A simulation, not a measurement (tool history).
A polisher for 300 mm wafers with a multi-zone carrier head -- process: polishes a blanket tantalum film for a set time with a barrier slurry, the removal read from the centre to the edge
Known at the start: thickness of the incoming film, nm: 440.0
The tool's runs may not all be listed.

| run | hour | flow of slurry (ml/min) | pressure of the head's centre zone | pressure of the head's middle zone | pressure of the head's edge zone | abrasive content of the slurry | polishing time (s) | film removed at the wafer's centre (angstrom) | film removed at mid-radius (angstrom) | film removed at the wafer's edge (angstrom) |
|---|---|---|---|---|---|---|---|---|---|---|
| 1 | 0 | 195 | 1 | 1 | 1 | 1 | 58 | 807.32 | 804.06 | 814.57 |
| 2 | 4.6 | 180 | 0.95 | 1 | 0.97 | 0.95 | 58 | 750.09 | 778.43 | 787.56 |
| 3 | 12.7 | 180 | 0.95 | 1 | 0.97 | 0.95 | 64 | 824.95 | 861.56 | 880.31 |
| 4 | 19.5 | 180 | 1.03 | 1 | 0.97 | 0.95 | 64 | 881.86 | 857.28 | 858.09 |
|  | 28 | worn pad replaced by a new one |
| 5 | 28 | 180 | 1.03 | 1 | 0.97 | 0.95 | 72 | 1096.8 | 1041.9 | 1089.1 |
| 6 | 34.6 | 215 | 1.03 | 1 | 0.97 | 0.95 | 72 | 1130.8 | 1075.2 | 1099.6 |
| 7 | 36 | 190 | 0.97 | 1.01 | 0.93 | 0.8 | 70 | 941.11 | 961.54 | 948.1 |
| 8 | 43.1 | 170 | 0.92 | 1.01 | 0.92 | 0.7 | 69 | 818.26 | 872.68 | 850.07 |
| 9 | 44.4 | 155 | 0.89 | 1.01 | 0.93 | 0.65 | 69 | 744.05 | 816.68 | 813.53 |
| 10 | 52.9 | 145 | 0.87 | 1.02 | 0.92 | 0.6 | 69 | 680.19 | 778.56 | 773.1 |
| 11 | 53.6 | 135 | 0.86 | 1.03 | 0.91 | 0.6 | 69 | 661.25 | 772.29 | 741.95 |

Forecast run 12:
| 12 | 56.3 | 130 | 0.85 | 1.03 | 0.91 | 0.6 | 69 | ? | ? | ? |

For run 12 the tool returned film removed at the wafer's centre (angstrom) 646.49, film removed at mid-radius (angstrom) 757.64, film removed at the wafer's edge (angstrom) 758.78.

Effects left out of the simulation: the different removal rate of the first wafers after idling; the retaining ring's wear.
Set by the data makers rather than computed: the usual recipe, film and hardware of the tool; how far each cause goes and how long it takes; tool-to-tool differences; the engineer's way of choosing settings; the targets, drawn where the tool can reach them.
